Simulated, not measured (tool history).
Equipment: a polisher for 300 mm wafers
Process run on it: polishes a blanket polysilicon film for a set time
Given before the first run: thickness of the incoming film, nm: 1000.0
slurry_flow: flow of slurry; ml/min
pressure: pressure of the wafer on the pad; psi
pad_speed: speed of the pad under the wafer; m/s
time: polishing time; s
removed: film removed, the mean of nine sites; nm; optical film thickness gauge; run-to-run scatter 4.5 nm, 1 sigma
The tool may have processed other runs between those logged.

run 1 hour=0.0 | slurry_flow=155 pressure=2.2 pad_speed=1.08 time=70 | removed=598.41
run 2 hour=6.2 | slurry_flow=155 pressure=1.9 pad_speed=1.06 time=70 | removed=505.74
run 3 hour=9.0 | slurry_flow=155 pressure=1.9 pad_speed=1.26 time=70 | removed=606.99
run 4 hour=13.2 | slurry_flow=155 pressure=1.9 pad_speed=1.50 time=70 | removed=707.40
run 5 hour=22.2 | slurry_flow=170 pressure=1.9 pad_speed=1.50 time=70 | removed=712.28
run 6 hour=23.9 | slurry_flow=170 pressure=1.5 pad_speed=1.50 time=70 | removed=573.66
run 7 hour=30.9 | slurry_flow=170 pressure=1.5 pad_speed=1.50 time=70 | removed=575.21
run 8 hour=38.5 | slurry_flow=170 pressure=1.4 pad_speed=1.40 time=70 | removed=513.41
run 9 hour=45.8 | slurry_flow=170 pressure=1.3 pad_speed=1.30 time=70 | removed=449.36
run 10 hour=49.6 | slurry_flow=170 pressure=1.2 pad_speed=1.24 time=70 | removed=384.99

Predict the results of run 11:
run 11 hour=51.2 | slurry_flow=170 pressure=1.2 pad_speed=1.22 time=70 | removed=?

{"run 11": {"removed": 374.3}}
